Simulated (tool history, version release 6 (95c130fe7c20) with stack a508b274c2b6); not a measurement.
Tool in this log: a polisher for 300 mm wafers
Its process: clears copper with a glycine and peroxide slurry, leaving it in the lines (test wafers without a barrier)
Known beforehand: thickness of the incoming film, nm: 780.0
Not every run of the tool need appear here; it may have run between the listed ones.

run    day  flow of slurry (ml/min)  pressure of the wafer on the pad (psi)  speed of the pad under the wafer (m/s)  overpolish time after the end point (s)  time until the end point was called (s)  dishing of a wide line in a test structure (angstrom)
  1  0.000                      145                                     3.4                                    1.12                                       27                                   133.23                                                 406.22
  2  0.342                      145                                     3.9                                    1.16                                       21                                   116.15                                                 404.84
  3  0.433                      130                                     3.9                                    1.32                                       17                                   106.93                                                 382.92
  4  0.679                      130                                     3.9                                    1.04                                       17                                   131.24                                                 357.25
     0.783  -- slurry nozzle cleaned
  5  0.783                      130                                     4.3                                    1.12                                       14                                   107.50                                                 355.70
  6  1.079                      140                                     4.6                                    1.12                                       14                                   100.81                                                 370.95

Run 7 has not been measured yet. What should we expect?
  7  1.292                      140                                     4.8                                    1.14                                       13                                        ?                                                      ?

{"run 7": {"time until the end point was called (s)": 98.11, "dishing of a wide line in a test structure (angstrom)": 368.14}}

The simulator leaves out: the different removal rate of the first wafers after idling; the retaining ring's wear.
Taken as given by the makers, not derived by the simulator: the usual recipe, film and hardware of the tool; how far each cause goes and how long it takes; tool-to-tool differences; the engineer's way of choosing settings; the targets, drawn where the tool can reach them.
